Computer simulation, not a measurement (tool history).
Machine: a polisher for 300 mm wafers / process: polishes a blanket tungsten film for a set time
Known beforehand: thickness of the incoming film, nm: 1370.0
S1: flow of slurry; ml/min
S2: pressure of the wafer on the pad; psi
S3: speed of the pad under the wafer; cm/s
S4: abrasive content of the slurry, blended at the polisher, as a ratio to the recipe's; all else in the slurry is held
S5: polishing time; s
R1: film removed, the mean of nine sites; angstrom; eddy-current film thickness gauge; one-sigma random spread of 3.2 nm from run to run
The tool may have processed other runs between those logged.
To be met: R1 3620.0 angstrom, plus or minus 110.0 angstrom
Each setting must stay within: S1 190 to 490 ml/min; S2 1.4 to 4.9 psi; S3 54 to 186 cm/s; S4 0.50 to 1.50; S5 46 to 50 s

Run 1, day 0.000: S1 315 ml/min, S2 3.1 psi, S3 118 cm/s, S4 1.00, S5 50 s. Result: R1 2223.1 angstrom.
Run 2, day 0.362: S1 315 ml/min, S2 3.5 psi, S3 118 cm/s, S4 1.00, S5 50 s. Result: R1 2457.8 angstrom.
Run 3, day 0.646: S1 315 ml/min, S2 3.5 psi, S3 118 cm/s, S4 1.00, S5 46 s. Result: R1 2230.5 angstrom.
Run 4, day 0.808: S1 240 ml/min, S2 3.5 psi, S3 118 cm/s, S4 1.00, S5 46 s. Result: R1 2163.6 angstrom.
Run 5, day 0.879: S1 275 ml/min, S2 3.9 psi, S3 120 cm/s, S4 1.00, S5 46 s. Result: R1 2459.1 angstrom.
Run 6, day 0.962: S1 300 ml/min, S2 4.2 psi, S3 124 cm/s, S4 1.00, S5 46 s. Result: R1 2750.1 angstrom.
Run 7, day 1.058: S1 315 ml/min, S2 4.4 psi, S3 126 cm/s, S4 1.00, S5 46 s. Result: R1 2964.5 angstrom.
At day 1.388: worn pad replaced by a new one.
Run 8, day 1.388: S1 330 ml/min, S2 4.5 psi, S3 128 cm/s, S4 1.00, S5 46 s. Result: R1 3384.4 angstrom.
Run 9, day 1.521: S1 340 ml/min, S2 4.5 psi, S3 128 cm/s, S4 1.00, S5 46 s. Result: R1 3403.5 angstrom.
Run 10, day 1.625: S1 350 ml/min, S2 4.5 psi, S3 128 cm/s, S4 1.00, S5 46 s. Result: R1 3352.3 angstrom.
Run 11, day 1.929: S1 365 ml/min, S2 4.5 psi, S3 128 cm/s, S4 1.00, S5 46 s. Result: R1 3438.8 angstrom.

4 next moves are on the table. One of them brings every result within its allowed miss. Which?
Run A, day 2.233: S1 350 ml/min, S2 4.2 psi, S3 126 cm/s, S4 1.00, S5 48 s. Result: R1 ?.
Run B, day 2.233: S1 390 ml/min, S2 4.2 psi, S3 136 cm/s, S4 0.90, S5 50 s. Result: R1 ?.
Run C, day 2.233: S1 360 ml/min, S2 4.3 psi, S3 122 cm/s, S4 1.05, S5 46 s. Result: R1 ?.
Run D, day 2.233: S1 410 ml/min, S2 4.4 psi, S3 118 cm/s, S4 0.85, S5 50 s. Result: R1 ?.

move      R1
   A  3368.0
   B  3710.1
   C  3242.2
   D  3332.4
A: lands further from the targets than the last run did
B: every result within its allowed miss
C: lands further from the targets than the last run did
D: lands further from the targets than the last run did
The move that meets every target is B.
